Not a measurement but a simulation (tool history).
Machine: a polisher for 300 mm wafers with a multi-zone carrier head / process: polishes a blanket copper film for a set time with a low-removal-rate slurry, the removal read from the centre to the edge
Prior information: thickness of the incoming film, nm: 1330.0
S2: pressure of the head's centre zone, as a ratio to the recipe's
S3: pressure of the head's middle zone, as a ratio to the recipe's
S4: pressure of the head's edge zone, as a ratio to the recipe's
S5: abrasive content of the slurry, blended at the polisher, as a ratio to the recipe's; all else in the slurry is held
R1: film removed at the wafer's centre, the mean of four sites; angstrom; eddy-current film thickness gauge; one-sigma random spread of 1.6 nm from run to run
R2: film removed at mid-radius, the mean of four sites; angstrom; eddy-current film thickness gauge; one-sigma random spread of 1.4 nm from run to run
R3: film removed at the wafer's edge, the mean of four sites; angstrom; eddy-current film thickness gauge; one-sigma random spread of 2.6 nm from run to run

Run 1, hour 0: flow of slurry (ml/min) 240, S2 1, S3 1, S4 1, S5 1, polishing time (s) 74. Result: R1 2427.3 angstrom, R2 2393.2 angstrom, R3 2424.2 angstrom.
Run 2, hour 5.5: flow of slurry (ml/min) 240, S2 1, S3 1, S4 1, S5 0.9, polishing time (s) 74. Result: R1 2375.8 angstrom, R2 2379.3 angstrom, R3 2409.6 angstrom.
Run 3, hour 8.8: flow of slurry (ml/min) 240, S2 1, S3 1, S4 1, S5 0.9, polishing time (s) 57. Result: R1 1820.7 angstrom, R2 1826.9 angstrom, R3 1838.1 angstrom.
Run 4, hour 12.9: flow of slurry (ml/min) 240, S2 1, S3 1, S4 0.94, S5 0.9, polishing time (s) 57. Result: R1 1838.7 angstrom, R2 1807.3 angstrom, R3 1768.4 angstrom.
Run 5, hour 20.4: flow of slurry (ml/min) 255, S2 1.02, S3 1, S4 0.99, S5 0.95, polishing time (s) 57. Result: R1 1885.2 angstrom, R2 1856.5 angstrom, R3 1826.5 angstrom.
Run 6, hour 24.8: flow of slurry (ml/min) 290, S2 1.02, S3 1, S4 0.99, S5 0.95, polishing time (s) 57. Result: R1 1929.3 angstrom, R2 1861 angstrom, R3 1828.9 angstrom.

Run 7, settings as shown, results not yet in. Your forecast:
Run 7, hour 26.3: flow of slurry (ml/min) 290, S2 1.02, S3 1, S4 0.99, S5 0.95, polishing time (s) 57. Result: R1 ?, R2 ?, R3 ?.

Run 7 yielded R1 1919.8 angstrom, R2 1865.6 angstrom, R3 1863.3 angstrom.
